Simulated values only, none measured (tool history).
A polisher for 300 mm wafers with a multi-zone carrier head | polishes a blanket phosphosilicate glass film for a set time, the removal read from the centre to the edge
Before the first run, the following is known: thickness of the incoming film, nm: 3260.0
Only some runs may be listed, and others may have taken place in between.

run	hour	flow of slurry (ml/min)	pressure of the head's centre zone	pressure of the head's middle zone	pressure of the head's edge zone	abrasive content of the slurry	polishing time (s)	film removed at the wafer's centre (Å)	film removed at mid-radius (Å)	film removed at the wafer's edge (Å)
1	0	145	1	1	1	1	51	3056	2996.9	3017.8
2	2.3	145	1	1.03	1	1	51	3099.2	3067.8	3024.8
3	4.3	145	1	1.03	1	1	60	3611.2	3616.2	3529.6
4	5.7	145	1	1.03	1	1	51	3093.3	3080.2	3038.1
5	12.6	145	1	0.97	1	1	51	3059.9	2894	3017.4
6	21	130	0.95	0.97	1	0.95	51	2754.4	2843.9	2881.9
7	29.9	120	0.91	0.94	1	0.95	51	2607.3	2620.5	2872.1
8	36.7	110	0.88	0.96	1.01	0.9	51	2387.6	2595.1	2749.5
9	44.4	105	0.86	0.96	1.01	0.9	51	2314.2	2560.3	2766.2
10	50	100	0.85	0.96	1	0.9	51	2252.4	2549.2	2717.1
11	57.5	85	0.81	0.95	0.99	0.9	51	1971.6	2363.7	2578.5

Estimate the outcome of run 12 from the log above:
12	60.3	90	0.81	0.95	0.99	0.9	51	?	?	?

For run 12 the tool returned film removed at the wafer's centre (Å) 2048.7, film removed at mid-radius (Å) 2404.9, film removed at the wafer's edge (Å) 2635.8.

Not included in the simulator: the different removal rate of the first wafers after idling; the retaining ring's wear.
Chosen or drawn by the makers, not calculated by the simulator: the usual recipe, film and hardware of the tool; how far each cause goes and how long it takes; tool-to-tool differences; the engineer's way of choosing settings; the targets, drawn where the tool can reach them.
